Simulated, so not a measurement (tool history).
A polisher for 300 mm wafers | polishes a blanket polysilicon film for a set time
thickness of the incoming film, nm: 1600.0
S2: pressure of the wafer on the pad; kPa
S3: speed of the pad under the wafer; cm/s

run 1 hour=0 | flow_of_slurry_(ml/min)=250 S2=16.5 S3=94 polishing_time_(s)=72 | film_removed_(Å)=3769.9
run 2 hour=7 | flow_of_slurry_(ml/min)=250 S2=15.2 S3=94 polishing_time_(s)=72 | film_removed_(Å)=3494.2
run 3 hour=13.2 | flow_of_slurry_(ml/min)=250 S2=15.2 S3=116 polishing_time_(s)=72 | film_removed_(Å)=4316.8
run 4 hour=21.1 | flow_of_slurry_(ml/min)=250 S2=14.5 S3=116 polishing_time_(s)=72 | film_removed_(Å)=4115.5
run 5 hour=28.6 | flow_of_slurry_(ml/min)=250 S2=13.8 S3=116 polishing_time_(s)=72 | film_removed_(Å)=3905.8
run 6 hour=35.1 | flow_of_slurry_(ml/min)=250 S2=13.1 S3=116 polishing_time_(s)=72 | film_removed_(Å)=3722.5

Forecast run 7:
run 7 hour=40.3 | flow_of_slurry_(ml/min)=250 S2=12.4 S3=116 polishing_time_(s)=72 | film_removed_(Å)=?

Run 7 gave film removed (Å) 3565.3.
